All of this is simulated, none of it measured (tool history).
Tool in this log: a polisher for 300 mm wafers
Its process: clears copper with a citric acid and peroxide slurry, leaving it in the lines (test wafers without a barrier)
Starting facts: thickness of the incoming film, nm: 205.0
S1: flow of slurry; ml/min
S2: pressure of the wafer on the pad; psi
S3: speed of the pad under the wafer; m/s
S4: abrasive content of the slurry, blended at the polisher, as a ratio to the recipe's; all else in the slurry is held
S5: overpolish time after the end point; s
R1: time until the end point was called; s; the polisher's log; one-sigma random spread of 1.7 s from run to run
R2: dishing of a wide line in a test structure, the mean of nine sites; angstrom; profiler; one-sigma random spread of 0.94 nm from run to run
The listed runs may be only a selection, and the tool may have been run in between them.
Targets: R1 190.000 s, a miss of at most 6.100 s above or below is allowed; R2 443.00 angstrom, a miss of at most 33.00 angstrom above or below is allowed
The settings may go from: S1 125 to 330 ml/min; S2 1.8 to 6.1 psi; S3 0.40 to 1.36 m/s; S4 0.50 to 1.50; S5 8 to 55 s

| run | day | S1 | S2 | S3 | S4 | S5 | R1 | R2 |
|---|---|---|---|---|---|---|---|---|
| 1 | 0.000 | 210 | 3.9 | 0.88 | 1.00 | 28 | 86.674 | 545.26 |
| 2 | 0.208 | 240 | 3.9 | 0.88 | 1.00 | 28 | 86.881 | 557.55 |
| 3 | 0.512 | 240 | 3.4 | 0.82 | 1.00 | 31 | 105.250 | 514.40 |
| 4 | 0.767 | 240 | 3.0 | 0.78 | 1.00 | 34 | 121.960 | 460.13 |
| 5 | 0.892 | 240 | 3.0 | 0.78 | 1.00 | 42 | 122.950 | 550.99 |
| 6 | 1.138 | 240 | 2.5 | 0.78 | 1.00 | 42 | 145.520 | 477.84 |
| 7 | 1.217 | 235 | 2.3 | 0.78 | 1.00 | 44 | 160.070 | 478.54 |
| 8 | 1.512 | 220 | 2.2 | 0.78 | 1.00 | 44 | 167.840 | 449.41 |
| 9 | 1.692 | 205 | 2.2 | 0.78 | 1.00 | 45 | 166.670 | 446.40 |
| 10 | 1.992 | 195 | 2.1 | 0.78 | 1.00 | 46 | 173.610 | 452.72 |

Next run, 5 choices. One meets every target within its allowed miss, the rest don't. Which?
| A | 2.292 | 180 | 2.7 | 0.76 | 0.95 | 42 | ? | ? |
| B | 2.292 | 185 | 2.1 | 0.90 | 1.05 | 42 | ? | ? |
| C | 2.292 | 200 | 2.1 | 0.86 | 1.00 | 45 | ? | ? |
| D | 2.292 | 220 | 2.0 | 0.76 | 0.85 | 50 | ? | ? |
| E | 2.292 | 215 | 2.2 | 0.86 | 1.00 | 41 | ? | ? |

| move | R1 | R2 |
|---|---|---|
| A | 148.160 | 483.45 |
| B | 156.990 | 452.76 |
| C | 163.870 | 463.12 |
| D | 195.980 | 433.73 |
| E | 155.630 | 448.18 |
A: the biggest miss grows against the last run
B: the biggest miss grows against the last run
C: the biggest miss grows against the last run
D: in spec on every target
E: the biggest miss grows against the last run
Correct choice: D, which meets every target

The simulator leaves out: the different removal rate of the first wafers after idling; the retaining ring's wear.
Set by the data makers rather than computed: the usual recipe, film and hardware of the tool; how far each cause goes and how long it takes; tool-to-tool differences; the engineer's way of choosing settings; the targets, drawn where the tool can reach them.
